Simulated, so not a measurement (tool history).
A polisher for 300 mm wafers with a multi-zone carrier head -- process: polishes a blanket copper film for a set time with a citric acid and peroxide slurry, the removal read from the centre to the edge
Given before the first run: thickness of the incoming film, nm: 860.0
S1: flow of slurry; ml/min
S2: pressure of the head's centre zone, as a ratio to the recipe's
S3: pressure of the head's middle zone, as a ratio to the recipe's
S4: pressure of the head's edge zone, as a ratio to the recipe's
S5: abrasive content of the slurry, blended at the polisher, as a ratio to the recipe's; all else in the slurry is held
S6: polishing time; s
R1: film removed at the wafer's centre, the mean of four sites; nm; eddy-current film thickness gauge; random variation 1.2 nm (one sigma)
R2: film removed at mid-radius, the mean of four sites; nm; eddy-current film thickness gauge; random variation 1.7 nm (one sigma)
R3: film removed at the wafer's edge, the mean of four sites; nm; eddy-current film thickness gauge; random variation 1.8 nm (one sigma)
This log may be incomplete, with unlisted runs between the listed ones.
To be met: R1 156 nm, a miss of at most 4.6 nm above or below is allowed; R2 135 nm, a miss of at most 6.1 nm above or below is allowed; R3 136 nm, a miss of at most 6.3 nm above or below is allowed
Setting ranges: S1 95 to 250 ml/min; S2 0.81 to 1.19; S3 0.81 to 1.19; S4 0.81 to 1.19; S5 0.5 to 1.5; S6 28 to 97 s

Run 1, day 0: S1 160 ml/min, S2 1, S3 1, S4 1, S5 1, S6 62 s. Result: R1 238.9 nm, R2 237.82 nm, R3 238.76 nm.
Run 2, day 0.179: S1 160 ml/min, S2 1.03, S3 1, S4 1, S5 1, S6 62 s. Result: R1 244.44 nm, R2 238.02 nm, R3 240.77 nm.
Run 3, day 0.317: S1 160 ml/min, S2 1.03, S3 0.94, S4 1, S5 1, S6 62 s. Result: R1 246.67 nm, R2 225.93 nm, R3 240.13 nm.
Run 4, day 0.458: S1 160 ml/min, S2 1.08, S3 0.94, S4 1, S5 1, S6 62 s. Result: R1 260.56 nm, R2 225.76 nm, R3 237.58 nm.
Run 5, day 0.783: S1 160 ml/min, S2 1.08, S3 0.93, S4 0.97, S5 0.9, S6 57 s. Result: R1 232.14 nm, R2 202.8 nm, R3 211.46 nm.
Run 6, day 1.054: S1 160 ml/min, S2 1.08, S3 0.92, S4 0.95, S5 0.8, S6 53 s. Result: R1 211.52 nm, R2 184.32 nm, R3 193.99 nm.
Run 7, day 1.117: S1 160 ml/min, S2 1.09, S3 0.92, S4 0.93, S5 0.75, S6 50 s. Result: R1 199.6 nm, R2 168.58 nm, R3 179.44 nm.
Run 8, day 1.429: S1 145 ml/min, S2 1.07, S3 0.98, S4 0.83, S5 0.5, S6 40 s. Result: R1 145.95 nm, R2 132.02 nm, R3 125.13 nm.
Run 9, day 1.762: S1 150 ml/min, S2 1.07, S3 0.97, S4 0.84, S5 0.5, S6 40 s. Result: R1 147.14 nm, R2 133.31 nm, R3 127.3 nm.
Run 10, day 2.071: S1 150 ml/min, S2 1.07, S3 0.97, S4 0.84, S5 0.5, S6 40 s. Result: R1 147.79 nm, R2 132.83 nm, R3 127.24 nm.
Run 11, day 2.179: S1 155 ml/min, S2 1.07, S3 0.96, S4 0.85, S5 0.5, S6 40 s. Result: R1 146.54 nm, R2 133.39 nm, R3 129.62 nm.

Consider the 5 candidate settings below. Which is the only one whose results all fall within their allowed miss of target?
Run A, day 2.288: S1 210 ml/min, S2 0.94, S3 0.94, S4 0.97, S5 0.5, S6 41 s. Result: R1 ?, R2 ?, R3 ?.
Run B, day 2.288: S1 105 ml/min, S2 1.07, S3 0.91, S4 0.81, S5 0.7, S6 45 s. Result: R1 ?, R2 ?, R3 ?.
Run C, day 2.288: S1 160 ml/min, S2 0.95, S3 0.91, S4 0.88, S5 0.6, S6 41 s. Result: R1 ?, R2 ?, R3 ?.
Run D, day 2.288: S1 180 ml/min, S2 0.91, S3 0.83, S4 1.04, S5 0.5, S6 39 s. Result: R1 ?, R2 ?, R3 ?.
Run E, day 2.288: S1 155 ml/min, S2 1.04, S3 1.05, S4 0.81, S5 0.65, S6 38 s. Result: R1 ?, R2 ?, R3 ?.

move      R1      R2      R3
   A  145.12  139.41  145.46
   B   157.8  135.73  139.26
   C   142.7  133.39  137.92
   D     131  118.17  140.84
   E  142.97  138.47  123.82
A: its largest miss is bigger than the last run's
B: all results land within tolerance of their targets
C: its largest miss is bigger than the last run's
D: its largest miss is bigger than the last run's
E: its largest miss is bigger than the last run's
The right move is B.
